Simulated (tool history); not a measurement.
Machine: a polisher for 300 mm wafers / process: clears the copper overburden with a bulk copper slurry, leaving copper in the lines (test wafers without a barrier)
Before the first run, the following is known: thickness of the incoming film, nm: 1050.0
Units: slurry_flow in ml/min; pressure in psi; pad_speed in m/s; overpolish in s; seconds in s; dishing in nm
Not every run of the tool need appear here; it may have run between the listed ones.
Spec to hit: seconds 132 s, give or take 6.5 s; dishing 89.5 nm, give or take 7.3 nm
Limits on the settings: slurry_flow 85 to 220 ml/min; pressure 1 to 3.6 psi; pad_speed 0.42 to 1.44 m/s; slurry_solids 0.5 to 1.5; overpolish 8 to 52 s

{"run": 1, "day": 0.0, "slurry_flow": 140, "pressure": 2.3, "pad_speed": 0.92, "slurry_solids": 1, "overpolish": 26, "seconds": 174.64, "dishing": 72.592}
{"run": 2, "day": 0.096, "slurry_flow": 125, "pressure": 2.3, "pad_speed": 0.92, "slurry_solids": 1, "overpolish": 26, "seconds": 181.54, "dishing": 72.525}
{"run": 3, "day": 0.412, "slurry_flow": 125, "pressure": 2.3, "pad_speed": 0.84, "slurry_solids": 1, "overpolish": 26, "seconds": 197.41, "dishing": 70.297}
{"run": 4, "day": 0.467, "slurry_flow": 125, "pressure": 2.3, "pad_speed": 0.84, "slurry_solids": 1.15, "overpolish": 26, "seconds": 182.99, "dishing": 71.985}
{"run": 5, "day": 0.604, "slurry_flow": 125, "pressure": 2.3, "pad_speed": 0.84, "slurry_solids": 1.15, "overpolish": 15, "seconds": 186.19, "dishing": 49.751}
{"run": 6, "day": 0.738, "slurry_flow": 125, "pressure": 2.9, "pad_speed": 0.84, "slurry_solids": 1.15, "overpolish": 15, "seconds": 153.27, "dishing": 57.996}
{"run": 7, "day": 0.896, "slurry_flow": 125, "pressure": 3, "pad_speed": 0.84, "slurry_solids": 1.15, "overpolish": 17, "seconds": 145.88, "dishing": 70.309}
{"run": 8, "day": 1.171, "slurry_flow": 125, "pressure": 3, "pad_speed": 0.84, "slurry_solids": 1.15, "overpolish": 18, "seconds": 147.62, "dishing": 65.997}
{"run": 9, "day": 1.521, "slurry_flow": 125, "pressure": 3, "pad_speed": 0.84, "slurry_solids": 1.15, "overpolish": 18, "seconds": 144.65, "dishing": 70.267}
{"run": 10, "day": 1.862, "slurry_flow": 125, "pressure": 3, "pad_speed": 0.84, "slurry_solids": 1.15, "overpolish": 19, "seconds": 145.21, "dishing": 72.92}

Which single option among these 5 for the next run brings every result within its allowed miss of target? Just one does.
{"run": "A", "day": 2.204, "slurry_flow": 90, "pressure": 3.4, "pad_speed": 0.9, "slurry_solids": 1.1, "overpolish": 23, "seconds": "?", "dishing": "?"}
{"run": "B", "day": 2.204, "slurry_flow": 170, "pressure": 2.5, "pad_speed": 1.04, "slurry_solids": 1, "overpolish": 14, "seconds": "?", "dishing": "?"}
{"run": "C", "day": 2.204, "slurry_flow": 105, "pressure": 3.1, "pad_speed": 0.9, "slurry_solids": 1.15, "overpolish": 15, "seconds": "?", "dishing": "?"}
{"run": "D", "day": 2.204, "slurry_flow": 85, "pressure": 3.5, "pad_speed": 0.74, "slurry_solids": 1.25, "overpolish": 27, "seconds": "?", "dishing": "?"}
{"run": "E", "day": 2.204, "slurry_flow": 140, "pressure": 2.9, "pad_speed": 0.84, "slurry_solids": 1.1, "overpolish": 35, "seconds": "?", "dishing": "?"}

move=A seconds=131.95 dishing=86.52
move=B seconds=142.28 dishing=57.616
move=C seconds=138.05 dishing=63.338
move=D seconds=151.03 dishing=88.155
move=E seconds=151.57 dishing=96.688
A: meets every target
B: lands further from the targets than the last run did
C: lands further from the targets than the last run did
D: puts the biggest miss on target and leaves a different result outside tolerance
E: puts the biggest miss on target and leaves a different result outside tolerance
The move that meets every target is A.
